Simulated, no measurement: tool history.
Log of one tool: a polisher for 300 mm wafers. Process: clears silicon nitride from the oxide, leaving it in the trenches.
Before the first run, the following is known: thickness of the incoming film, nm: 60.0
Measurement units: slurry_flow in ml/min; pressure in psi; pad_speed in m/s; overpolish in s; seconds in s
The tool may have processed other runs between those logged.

Run 1, hour 0.0: slurry_flow 140 ml/min, pressure 2.3 psi, pad_speed 0.86 m/s, overpolish 19 s. Result: seconds 105.370 s.
Run 2, hour 7.0: slurry_flow 150 ml/min, pressure 2.4 psi, pad_speed 0.86 m/s, overpolish 19 s. Result: seconds 98.680 s.
Run 3, hour 8.8: slurry_flow 150 ml/min, pressure 2.4 psi, pad_speed 0.96 m/s, overpolish 19 s. Result: seconds 90.398 s.
Run 4, hour 16.6: slurry_flow 150 ml/min, pressure 2.9 psi, pad_speed 0.96 m/s, overpolish 19 s. Result: seconds 74.077 s.
Run 5, hour 20.7: slurry_flow 150 ml/min, pressure 2.9 psi, pad_speed 0.96 m/s, overpolish 19 s. Result: seconds 74.760 s.
Run 6, hour 25.2: slurry_flow 135 ml/min, pressure 2.9 psi, pad_speed 0.96 m/s, overpolish 19 s. Result: seconds 76.108 s.
Run 7, hour 27.6: slurry_flow 130 ml/min, pressure 2.8 psi, pad_speed 0.96 m/s, overpolish 19 s. Result: seconds 78.334 s.

What does the tool deliver on the next run?
Run 8, hour 28.7: slurry_flow 130 ml/min, pressure 2.7 psi, pad_speed 0.96 m/s, overpolish 19 s. Result: seconds ?.

seconds: 83.027 s

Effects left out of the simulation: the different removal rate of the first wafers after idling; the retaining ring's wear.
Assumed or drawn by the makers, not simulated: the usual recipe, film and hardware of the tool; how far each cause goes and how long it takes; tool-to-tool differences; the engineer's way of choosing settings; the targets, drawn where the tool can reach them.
